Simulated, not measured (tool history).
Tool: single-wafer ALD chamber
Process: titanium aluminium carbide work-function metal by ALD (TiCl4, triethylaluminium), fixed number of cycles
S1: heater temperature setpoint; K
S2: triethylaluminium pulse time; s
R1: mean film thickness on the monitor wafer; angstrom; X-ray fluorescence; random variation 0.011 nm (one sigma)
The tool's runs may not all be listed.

run	hour	S1	S2	R1
1	0	568.15	14.13	20.157
2	8.9	572.15	14.13	20.563
3	12.3	572.15	11.37	19.896
4	17.9	563.15	11.37	19.171
5	24.4	557.15	11.37	18.605
# hour 29.8: triethylaluminium bottle replaced
6	29.8	562.15	11.37	19.604
7	36	565.15	11.78	19.782
8	43.1	567.15	12.1	20.07

Run 9 comes next. What will it give?
9	46.6	567.15	12.1	?

R1: 20.054 angstrom

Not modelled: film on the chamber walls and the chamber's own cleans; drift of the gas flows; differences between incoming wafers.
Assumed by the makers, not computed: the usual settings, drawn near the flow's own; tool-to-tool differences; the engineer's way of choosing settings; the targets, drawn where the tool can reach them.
